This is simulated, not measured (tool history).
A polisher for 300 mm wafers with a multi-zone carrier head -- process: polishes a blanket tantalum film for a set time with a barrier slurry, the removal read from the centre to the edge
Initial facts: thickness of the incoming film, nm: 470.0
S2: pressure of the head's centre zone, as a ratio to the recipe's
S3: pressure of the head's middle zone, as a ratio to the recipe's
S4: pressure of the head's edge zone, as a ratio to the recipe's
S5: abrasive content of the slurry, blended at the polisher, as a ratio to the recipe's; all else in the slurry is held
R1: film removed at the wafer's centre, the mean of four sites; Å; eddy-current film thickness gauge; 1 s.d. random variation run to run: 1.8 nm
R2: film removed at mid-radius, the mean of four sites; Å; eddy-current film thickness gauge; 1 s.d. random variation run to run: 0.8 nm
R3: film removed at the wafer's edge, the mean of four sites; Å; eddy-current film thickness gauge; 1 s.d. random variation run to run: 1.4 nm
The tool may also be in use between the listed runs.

Run 1, hour 0: flow of slurry (ml/min) 145, S2 1, S3 1, S4 1, S5 1, polishing time (s) 61. Result: R1 723.5 Å, R2 742.16 Å, R3 755.24 Å.
Run 2, hour 6.2: flow of slurry (ml/min) 160, S2 1.05, S3 1.05, S4 1.02, S5 1.15, polishing time (s) 63. Result: R1 838.39 Å, R2 860.73 Å, R3 805.59 Å.
Run 3, hour 13: flow of slurry (ml/min) 165, S2 1.08, S3 1.06, S4 1.05, S5 1.25, polishing time (s) 66. Result: R1 959.14 Å, R2 912.67 Å, R3 887.68 Å.
Run 4, hour 15.4: flow of slurry (ml/min) 165, S2 1.08, S3 1.06, S4 1.1, S5 1.25, polishing time (s) 66. Result: R1 924.18 Å, R2 915.98 Å, R3 902.12 Å.
Run 5, hour 22.3: flow of slurry (ml/min) 165, S2 1.08, S3 1.01, S4 1.1, S5 1.25, polishing time (s) 66. Result: R1 939.68 Å, R2 885.75 Å, R3 891.58 Å.
Run 6, hour 29.8: flow of slurry (ml/min) 175, S2 1.09, S3 1.06, S4 1.09, S5 1.3, polishing time (s) 68. Result: R1 989.88 Å, R2 965.74 Å, R3 942.48 Å.
Run 7, hour 34.6: flow of slurry (ml/min) 185, S2 1.11, S3 1.1, S4 1.08, S5 1.35, polishing time (s) 69. Result: R1 1041.5 Å, R2 1029.2 Å, R3 960.9 Å.

The next listed run, before its measurement:
Run 8, hour 43.5: flow of slurry (ml/min) 185, S2 1.11, S3 1.1, S4 1.08, S5 1.35, polishing time (s) 69. Result: R1 ?, R2 ?, R3 ?.

Run 8 yielded R1 1069.6 Å, R2 1022.8 Å, R3 961.66 Å.
